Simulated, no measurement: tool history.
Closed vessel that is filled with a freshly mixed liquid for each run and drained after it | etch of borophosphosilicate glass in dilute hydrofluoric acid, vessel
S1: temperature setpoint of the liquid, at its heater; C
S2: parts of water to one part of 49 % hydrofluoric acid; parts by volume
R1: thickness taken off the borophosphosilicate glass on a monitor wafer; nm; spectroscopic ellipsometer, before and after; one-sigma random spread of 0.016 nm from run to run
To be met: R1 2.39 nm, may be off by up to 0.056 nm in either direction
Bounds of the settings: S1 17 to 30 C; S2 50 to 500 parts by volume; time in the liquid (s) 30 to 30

run 1 hour=0 | S1=22 S2=275 time_in_the_liquid_(s)=30 | R1=5.0086
run 2 hour=9.2 | S1=22 S2=275 time_in_the_liquid_(s)=30 | R1=5.0202
run 3 hour=15 | S1=19.5 S2=275 time_in_the_liquid_(s)=30 | R1=4.5623
run 4 hour=21.7 | S1=19.5 S2=365 time_in_the_liquid_(s)=30 | R1=3.1914
run 5 hour=27.7 | S1=21.5 S2=365 time_in_the_liquid_(s)=30 | R1=3.4336
run 6 hour=31.7 | S1=21.5 S2=265 time_in_the_liquid_(s)=30 | R1=5.1804
run 7 hour=40.4 | S1=17.5 S2=375 time_in_the_liquid_(s)=30 | R1=2.8578
run 8 hour=45.2 | S1=17.5 S2=380 time_in_the_liquid_(s)=30 | R1=2.8112

Exercise: of the 4 proposed moves below, exactly one satisfies all targets within the stated allowed misses. Which move is it?
run A hour=50 | S1=17 S2=405 time_in_the_liquid_(s)=30 | R1=?
run B hour=50 | S1=18.5 S2=440 time_in_the_liquid_(s)=30 | R1=?
run C hour=50 | S1=19 S2=430 time_in_the_liquid_(s)=30 | R1=?
run D hour=50 | S1=17 S2=450 time_in_the_liquid_(s)=30 | R1=?

move=A R1=2.5319
move=B R1=2.3917
move=C R1=2.5098
move=D R1=2.2019
A: closer than the last run, but not yet in spec
B: each result inside its tolerance
C: closer than the last run, but not yet in spec
D: carries the result that was furthest off beyond its target, to the other side
Correct choice: B, which meets every target
